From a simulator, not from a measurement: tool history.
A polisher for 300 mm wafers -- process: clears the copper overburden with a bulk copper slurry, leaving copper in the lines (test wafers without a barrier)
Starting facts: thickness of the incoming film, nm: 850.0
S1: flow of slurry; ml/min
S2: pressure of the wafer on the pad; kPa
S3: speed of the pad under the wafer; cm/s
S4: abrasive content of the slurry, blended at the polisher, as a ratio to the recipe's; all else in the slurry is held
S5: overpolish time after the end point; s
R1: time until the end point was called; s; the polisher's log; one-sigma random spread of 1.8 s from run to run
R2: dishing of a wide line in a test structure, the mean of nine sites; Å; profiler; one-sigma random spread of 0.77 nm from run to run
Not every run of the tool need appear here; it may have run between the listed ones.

run	hour	S1	S2	S3	S4	S5	R1	R2
1	0	315	16.5	96	1	24	125.03	757.8
2	1.4	315	13.8	96	1	22	150.26	638.86
3	4.1	315	13.8	74	1	22	192.43	551.63
4	7.8	315	13.1	74	1	21	200.49	515
5	16	315	13.1	74	1	14	199.95	388.99
6	18.7	315	14.5	74	1	14	183.04	439.98

Forecast run 7:
7	24.4	315	13.8	74	1	16	?	?

Logged for run 7: R1 191.5 s, R2 447.64 Å.
